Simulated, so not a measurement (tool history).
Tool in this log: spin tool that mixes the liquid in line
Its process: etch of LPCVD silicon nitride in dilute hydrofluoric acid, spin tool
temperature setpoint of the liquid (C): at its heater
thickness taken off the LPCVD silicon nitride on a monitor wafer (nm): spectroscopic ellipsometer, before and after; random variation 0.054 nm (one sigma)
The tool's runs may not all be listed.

run,day,temperature setpoint of the liquid (C),parts of water to one part of 49 % hydrofluoric acid (parts by volume),time under the liquid (s),thickness taken off the LPCVD silicon nitride on a monitor wafer (nm)
1,0.000,21.0,60,280,1.9664
2,0.283,22.0,60,280,2.0233
3,0.517,23.0,60,280,2.2066
4,0.696,20.5,60,280,1.8636
5,0.783,22.0,60,280,2.0868
6,1.050,23.0,60,280,2.3138

What does the tool deliver on the next run?
7,1.096,23.5,60,280,?

For run 7 the tool returned thickness taken off the LPCVD silicon nitride on a monitor wafer (nm) 2.3093.

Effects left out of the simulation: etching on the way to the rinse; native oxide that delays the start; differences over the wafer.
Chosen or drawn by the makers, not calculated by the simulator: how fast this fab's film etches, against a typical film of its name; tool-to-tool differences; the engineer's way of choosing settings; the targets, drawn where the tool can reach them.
